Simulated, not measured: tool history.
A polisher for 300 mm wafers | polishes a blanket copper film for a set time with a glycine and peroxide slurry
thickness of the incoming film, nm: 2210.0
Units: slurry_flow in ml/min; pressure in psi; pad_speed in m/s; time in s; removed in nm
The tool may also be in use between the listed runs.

run	hour	slurry_flow	pressure	pad_speed	time	removed
1	0	200	2.7	0.84	34	148.3
2	0.9	200	2.7	0.84	31	134.75
3	5.2	155	2.7	0.84	31	130.25
4	7.2	170	2.9	0.84	31	139.31
5	8.7	185	3.1	0.84	31	150.54
6	17.2	185	3.1	0.98	31	168.67

The next listed run, before its measurement:
7	17.9	195	3.2	0.98	31	?

removed: 176.43 nm

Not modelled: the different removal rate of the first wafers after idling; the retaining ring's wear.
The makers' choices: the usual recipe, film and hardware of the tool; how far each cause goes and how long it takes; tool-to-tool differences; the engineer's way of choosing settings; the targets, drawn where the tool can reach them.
